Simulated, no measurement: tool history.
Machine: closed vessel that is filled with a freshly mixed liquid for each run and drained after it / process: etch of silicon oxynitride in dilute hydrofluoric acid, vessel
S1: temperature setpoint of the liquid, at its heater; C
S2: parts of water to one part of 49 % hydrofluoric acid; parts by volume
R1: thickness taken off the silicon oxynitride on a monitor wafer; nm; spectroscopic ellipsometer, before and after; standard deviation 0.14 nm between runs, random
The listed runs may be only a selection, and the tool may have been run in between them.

run 1 hour=0.0 | S1=24.0 S2=75 time_in_the_liquid_(s)=990 | R1=16.929
run 2 hour=4.9 | S1=26.5 S2=75 time_in_the_liquid_(s)=990 | R1=19.137
run 3 hour=8.6 | S1=26.5 S2=75 time_in_the_liquid_(s)=780 | R1=14.987
run 4 hour=11.6 | S1=27.0 S2=70 time_in_the_liquid_(s)=795 | R1=16.941
run 5 hour=16.0 | S1=25.0 S2=70 time_in_the_liquid_(s)=795 | R1=15.428
run 6 hour=21.3 | S1=25.0 S2=90 time_in_the_liquid_(s)=795 | R1=11.679
-- hour=31.1 hydrofluoric acid flow meter replaced
run 7 hour=31.1 | S1=26.0 S2=80 time_in_the_liquid_(s)=795 | R1=15.348

Expected results for the next run?
run 8 hour=37.8 | S1=26.5 S2=75 time_in_the_liquid_(s)=805 | R1=?

{"run 8": {"R1": 17.205}}

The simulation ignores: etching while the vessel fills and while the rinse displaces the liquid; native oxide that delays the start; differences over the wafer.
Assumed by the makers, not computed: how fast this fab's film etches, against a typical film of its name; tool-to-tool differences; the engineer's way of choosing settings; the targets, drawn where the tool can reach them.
